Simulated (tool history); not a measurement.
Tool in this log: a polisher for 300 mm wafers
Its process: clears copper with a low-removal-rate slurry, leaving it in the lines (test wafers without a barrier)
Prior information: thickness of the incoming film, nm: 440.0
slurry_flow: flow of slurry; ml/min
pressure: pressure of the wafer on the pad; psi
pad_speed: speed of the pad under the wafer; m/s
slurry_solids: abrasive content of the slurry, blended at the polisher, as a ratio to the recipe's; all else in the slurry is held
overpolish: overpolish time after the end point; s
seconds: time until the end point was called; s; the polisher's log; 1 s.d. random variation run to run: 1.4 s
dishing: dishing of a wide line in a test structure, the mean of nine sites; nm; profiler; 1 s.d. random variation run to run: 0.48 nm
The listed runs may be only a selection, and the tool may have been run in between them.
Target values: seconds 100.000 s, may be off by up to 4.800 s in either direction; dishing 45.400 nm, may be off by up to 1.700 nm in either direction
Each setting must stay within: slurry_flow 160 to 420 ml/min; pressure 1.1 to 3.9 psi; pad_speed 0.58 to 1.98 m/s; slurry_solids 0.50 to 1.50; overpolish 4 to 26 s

| run | hour | slurry_flow | pressure | pad_speed | slurry_solids | overpolish | seconds | dishing |
|---|---|---|---|---|---|---|---|---|
| 1 | 0.0 | 270 | 2.5 | 1.28 | 1.00 | 13 | 160.640 | 20.884 |
| 2 | 7.1 | 270 | 2.6 | 1.30 | 1.00 | 14 | 152.520 | 23.577 |
| 3 | 15.9 | 270 | 2.7 | 1.30 | 1.00 | 14 | 151.900 | 24.947 |
| 4 | 19.3 | 270 | 2.7 | 1.30 | 1.10 | 14 | 146.360 | 24.652 |
| 5 | 25.9 | 270 | 2.2 | 1.30 | 1.10 | 14 | 176.700 | 20.923 |
| 6 | 31.7 | 235 | 2.2 | 1.30 | 1.10 | 14 | 181.550 | 20.815 |
| 7 | 33.7 | 230 | 2.4 | 1.30 | 1.10 | 14 | 165.580 | 22.453 |
| 8 | 38.7 | 230 | 2.5 | 1.32 | 1.10 | 14 | 160.190 | 23.576 |
| 9 | 44.9 | 230 | 2.5 | 1.32 | 1.10 | 14 | 156.300 | 22.835 |
| 10 | 50.0 | 230 | 2.6 | 1.32 | 1.10 | 15 | 151.570 | 25.458 |
| 11 | 54.0 | 230 | 2.7 | 1.32 | 1.10 | 15 | 150.220 | 26.462 |
| 12 | 61.5 | 230 | 2.8 | 1.32 | 1.10 | 15 | 142.620 | 26.927 |
| 13 | 66.8 | 225 | 2.9 | 1.32 | 1.10 | 15 | 140.830 | 27.825 |
| 14 | 68.6 | 225 | 3.0 | 1.32 | 1.10 | 15 | 132.680 | 28.635 |
| 15 | 73.5 | 220 | 3.1 | 1.32 | 1.10 | 15 | 132.260 | 29.080 |
| 16 | 78.5 | 220 | 3.8 | 1.36 | 1.10 | 18 | 105.620 | 40.758 |
| 17 | 84.7 | 220 | 3.9 | 1.38 | 1.10 | 19 | 103.110 | 42.845 |
| 18 | 92.3 | 220 | 3.9 | 1.40 | 1.10 | 19 | 103.830 | 43.584 |

Consider the 5 candidate settings below. Which is the only one whose results all fall within their allowed miss of target?
| A | 99.9 | 210 | 3.9 | 1.48 | 1.10 | 18 | ? | ? |
| B | 99.9 | 275 | 3.9 | 1.52 | 0.90 | 16 | ? | ? |
| C | 99.9 | 195 | 3.9 | 1.54 | 1.15 | 17 | ? | ? |
| D | 99.9 | 180 | 3.9 | 1.40 | 1.10 | 18 | ? | ? |
| E | 99.9 | 285 | 3.9 | 1.44 | 1.05 | 19 | ? | ? |

| move | seconds | dishing |
|---|---|---|
| A | 99.604 | 42.199 |
| B | 98.059 | 39.015 |
| C | 96.893 | 41.261 |
| D | 105.600 | 40.356 |
| E | 99.275 | 44.056 |
A: the biggest miss grows against the last run
B: the biggest miss grows against the last run
C: the biggest miss grows against the last run
D: the biggest miss grows against the last run
E: each result inside its tolerance
Move E is the one to make.
